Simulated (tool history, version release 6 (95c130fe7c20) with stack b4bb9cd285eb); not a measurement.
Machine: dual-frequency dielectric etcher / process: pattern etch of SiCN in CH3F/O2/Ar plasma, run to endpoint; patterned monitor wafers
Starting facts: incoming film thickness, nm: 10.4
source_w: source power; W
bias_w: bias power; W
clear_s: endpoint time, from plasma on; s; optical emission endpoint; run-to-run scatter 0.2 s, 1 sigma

{"run": 1, "hour": 0.0, "source_w": 300, "bias_w": 71, "clear_s": 28.755}
{"run": 2, "hour": 8.6, "source_w": 310, "bias_w": 72, "clear_s": 27.575}
{"run": 3, "hour": 10.1, "source_w": 290, "bias_w": 72, "clear_s": 28.753}
{"run": 4, "hour": 14.5, "source_w": 290, "bias_w": 64, "clear_s": 29.932}
{"run": 5, "hour": 20.1, "source_w": 320, "bias_w": 64, "clear_s": 28.305}
{"run": 6, "hour": 24.5, "source_w": 320, "bias_w": 69, "clear_s": 27.928}

Run 7 has not been measured yet. What should we expect?
{"run": 7, "hour": 25.1, "source_w": 330, "bias_w": 70, "clear_s": "?"}

{"run 7": {"clear_s": 27.535}}
